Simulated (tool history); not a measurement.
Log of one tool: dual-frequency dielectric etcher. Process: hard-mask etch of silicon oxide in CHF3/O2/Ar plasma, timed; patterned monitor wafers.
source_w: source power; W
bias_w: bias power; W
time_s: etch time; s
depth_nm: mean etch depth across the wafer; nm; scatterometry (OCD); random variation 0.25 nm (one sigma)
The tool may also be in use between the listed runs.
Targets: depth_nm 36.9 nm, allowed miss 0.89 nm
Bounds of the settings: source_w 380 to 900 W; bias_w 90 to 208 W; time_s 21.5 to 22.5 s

{"run": 1, "hour": 0.0, "source_w": 640, "bias_w": 149, "time_s": 21.5, "depth_nm": 40.812}
{"run": 2, "hour": 5.2, "source_w": 610, "bias_w": 147, "time_s": 21.5, "depth_nm": 39.57}
{"run": 3, "hour": 9.9, "source_w": 590, "bias_w": 146, "time_s": 21.5, "depth_nm": 39.16}
{"run": 4, "hour": 17.5, "source_w": 570, "bias_w": 145, "time_s": 21.5, "depth_nm": 38.33}
{"run": 5, "hour": 24.4, "source_w": 570, "bias_w": 166, "time_s": 21.5, "depth_nm": 39.918}
{"run": 6, "hour": 31.4, "source_w": 620, "bias_w": 166, "time_s": 21.5, "depth_nm": 41.671}
{"run": 7, "hour": 39.3, "source_w": 590, "bias_w": 164, "time_s": 21.5, "depth_nm": 40.706}
{"run": 8, "hour": 47.3, "source_w": 460, "bias_w": 153, "time_s": 21.5, "depth_nm": 35.788}

4 next moves are on the table. One of them brings every result within its allowed miss. Which?
{"run": "A", "hour": 55.3, "source_w": 430, "bias_w": 170, "time_s": 22, "depth_nm": "?"}
{"run": "B", "hour": 55.3, "source_w": 500, "bias_w": 154, "time_s": 22.5, "depth_nm": "?"}
{"run": "C", "hour": 55.3, "source_w": 470, "bias_w": 170, "time_s": 22.5, "depth_nm": "?"}
{"run": "D", "hour": 55.3, "source_w": 510, "bias_w": 163, "time_s": 22.5, "depth_nm": "?"}

move=A depth_nm=36.633
move=B depth_nm=38.606
move=C depth_nm=38.894
move=D depth_nm=39.677
A: meets every target
B: takes the result that was furthest off past its target
C: takes the result that was furthest off past its target
D: takes the result that was furthest off past its target
Answer: A

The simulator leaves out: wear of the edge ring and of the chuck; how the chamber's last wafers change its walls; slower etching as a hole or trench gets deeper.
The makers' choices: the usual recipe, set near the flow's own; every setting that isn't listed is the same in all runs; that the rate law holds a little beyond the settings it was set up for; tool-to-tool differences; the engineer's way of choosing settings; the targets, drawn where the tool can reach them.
